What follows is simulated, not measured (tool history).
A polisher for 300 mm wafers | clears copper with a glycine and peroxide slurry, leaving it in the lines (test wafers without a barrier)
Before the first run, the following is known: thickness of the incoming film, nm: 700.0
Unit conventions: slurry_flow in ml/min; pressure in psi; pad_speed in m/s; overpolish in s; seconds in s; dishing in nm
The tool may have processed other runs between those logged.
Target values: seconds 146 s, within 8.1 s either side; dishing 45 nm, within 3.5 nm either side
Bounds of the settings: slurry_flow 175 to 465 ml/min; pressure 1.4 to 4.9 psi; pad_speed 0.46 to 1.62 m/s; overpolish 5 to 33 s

run,hour,slurry_flow,pressure,pad_speed,overpolish,seconds,dishing
1,0,295,3.1,1.04,17,127.59,64.047
2,1.6,335,3.1,1.04,17,126.97,63.07
3,7.5,310,3.1,1.04,17,129.71,61.154
4,15.8,310,3.1,1.14,17,116.38,65.426
5,21.4,310,3,1.14,16,121.72,61.049
6,24.4,310,2.9,1.14,15,123.68,57.701
7,27.4,310,2.8,1.14,15,129.53,56.422
8,36.3,310,2.7,1.14,14,132.01,51.378
9,40.5,310,2.6,1.14,14,138.18,49.674

Consider the 5 candidate settings below. Which is the only one whose results all fall within their allowed miss of target?
A,44.7,440,2.8,0.96,13,?,?
B,44.7,270,2.8,1.24,14,?,?
C,44.7,320,2.5,1.3,16,?,?
D,44.7,340,2.5,1.08,16,?,?
E,44.7,280,2.4,0.94,20,?,?

move,seconds,dishing
A,140.42,46
B,117.9,56.308
C,123.19,60.154
D,142.61,53.729
E,166.73,56.919
A: all results in spec
B: its largest miss is bigger than the last run's
C: its largest miss is bigger than the last run's
D: its largest miss is bigger than the last run's
E: its largest miss is bigger than the last run's
Answer: A
